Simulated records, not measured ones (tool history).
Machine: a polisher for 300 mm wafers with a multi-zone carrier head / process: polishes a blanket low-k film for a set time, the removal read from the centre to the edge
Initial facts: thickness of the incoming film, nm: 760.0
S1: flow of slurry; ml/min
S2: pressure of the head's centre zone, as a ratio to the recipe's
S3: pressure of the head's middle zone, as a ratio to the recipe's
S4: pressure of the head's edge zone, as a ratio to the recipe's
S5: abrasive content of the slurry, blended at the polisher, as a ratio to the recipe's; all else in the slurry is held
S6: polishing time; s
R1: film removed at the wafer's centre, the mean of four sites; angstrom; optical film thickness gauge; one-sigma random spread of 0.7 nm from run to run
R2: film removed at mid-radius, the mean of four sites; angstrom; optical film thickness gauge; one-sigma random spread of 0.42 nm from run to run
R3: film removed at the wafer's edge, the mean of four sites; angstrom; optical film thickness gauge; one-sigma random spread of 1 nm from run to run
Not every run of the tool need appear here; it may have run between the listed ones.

run,hour,S1,S2,S3,S4,S5,S6,R1,R2,R3
1,0.0,175,1.00,1.00,1.00,1.00,76,460.68,460.08,452.45
2,6.0,150,1.00,1.00,1.00,1.00,76,453.00,440.51,440.97
3,9.3,150,0.95,1.00,1.00,1.00,76,429.40,443.97,450.67
4,13.7,150,0.95,0.98,1.04,1.10,80,460.83,477.32,507.47
5,18.2,150,0.95,0.98,1.04,1.10,88,512.69,528.20,558.22
6,20.6,150,0.95,0.98,1.04,1.10,79,451.10,472.37,480.28
7,26.0,140,0.95,0.95,1.05,1.20,86,511.81,517.44,558.42

Run 8 has not been measured yet. What should we expect?
8,32.5,145,0.96,0.93,1.08,1.25,89,?,?,?

Logged for run 8: R1 537.10 angstrom, R2 538.39 angstrom, R3 587.78 angstrom.
